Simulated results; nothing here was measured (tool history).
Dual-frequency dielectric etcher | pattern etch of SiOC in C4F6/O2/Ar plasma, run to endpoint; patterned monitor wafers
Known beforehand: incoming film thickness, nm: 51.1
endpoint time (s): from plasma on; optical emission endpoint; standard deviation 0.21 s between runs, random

run 1 day=0.000 | bias_power_(W)=539 source_power_(W)=290 | endpoint_time_(s)=18.855
run 2 day=0.029 | bias_power_(W)=578 source_power_(W)=290 | endpoint_time_(s)=18.213
run 3 day=0.262 | bias_power_(W)=578 source_power_(W)=240 | endpoint_time_(s)=19.844
run 4 day=0.375 | bias_power_(W)=524 source_power_(W)=230 | endpoint_time_(s)=21.110
run 5 day=0.562 | bias_power_(W)=487 source_power_(W)=220 | endpoint_time_(s)=21.861
run 6 day=0.829 | bias_power_(W)=565 source_power_(W)=220 | endpoint_time_(s)=20.634
run 7 day=1.050 | bias_power_(W)=521 source_power_(W)=210 | endpoint_time_(s)=21.836

For run 8, what comes out?
run 8 day=1.100 | bias_power_(W)=492 source_power_(W)=200 | endpoint_time_(s)=?

{"run 8": {"endpoint time (s)": 22.787}}
